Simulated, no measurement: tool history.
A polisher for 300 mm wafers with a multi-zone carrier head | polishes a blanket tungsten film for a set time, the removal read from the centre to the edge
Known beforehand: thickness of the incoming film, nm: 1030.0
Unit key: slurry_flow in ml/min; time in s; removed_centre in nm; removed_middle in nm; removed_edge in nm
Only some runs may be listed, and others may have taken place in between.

{"run": 1, "hour": 0.0, "slurry_flow": 245, "centre_zone": 1, "middle_zone": 1, "edge_zone": 1, "slurry_solids": 1, "time": 50, "removed_centre": 168, "removed_middle": 168.8, "removed_edge": 167.39}
{"run": 2, "hour": 5.4, "slurry_flow": 245, "centre_zone": 1, "middle_zone": 1, "edge_zone": 0.96, "slurry_solids": 1, "time": 50, "removed_centre": 171.43, "removed_middle": 168.29, "removed_edge": 161.65}
{"run": 3, "hour": 7.1, "slurry_flow": 260, "centre_zone": 0.98, "middle_zone": 1.02, "edge_zone": 0.98, "slurry_solids": 1, "time": 50, "removed_centre": 163.31, "removed_middle": 168.83, "removed_edge": 163.22}
{"run": 4, "hour": 9.7, "slurry_flow": 260, "centre_zone": 0.98, "middle_zone": 1.05, "edge_zone": 0.98, "slurry_solids": 1, "time": 50, "removed_centre": 168.4, "removed_middle": 174.72, "removed_edge": 165.35}
{"run": 5, "hour": 16.5, "slurry_flow": 260, "centre_zone": 0.96, "middle_zone": 1.08, "edge_zone": 1, "slurry_solids": 1, "time": 50, "removed_centre": 162.09, "removed_middle": 179.72, "removed_edge": 167.32}
{"run": 6, "hour": 18.7, "slurry_flow": 260, "centre_zone": 0.91, "middle_zone": 1.08, "edge_zone": 1, "slurry_solids": 1, "time": 50, "removed_centre": 149.48, "removed_middle": 176.28, "removed_edge": 163.51}
{"run": 7, "hour": 25.9, "slurry_flow": 265, "centre_zone": 0.92, "middle_zone": 1.1, "edge_zone": 1.02, "slurry_solids": 1, "time": 50, "removed_centre": 154.07, "removed_middle": 179.68, "removed_edge": 167.34}
{"run": 8, "hour": 28.9, "slurry_flow": 265, "centre_zone": 0.92, "middle_zone": 1.1, "edge_zone": 1.02, "slurry_solids": 1, "time": 50, "removed_centre": 153.31, "removed_middle": 180.61, "removed_edge": 167.19}

Run 9 has not been measured yet. What should we expect?
{"run": 9, "hour": 33.7, "slurry_flow": 270, "centre_zone": 0.92, "middle_zone": 1.11, "edge_zone": 1.04, "slurry_solids": 1, "time": 50, "removed_centre": "?", "removed_middle": "?", "removed_edge": "?"}

For run 9 the tool returned removed_centre 153.28 nm, removed_middle 183.03 nm, removed_edge 170.4 nm.
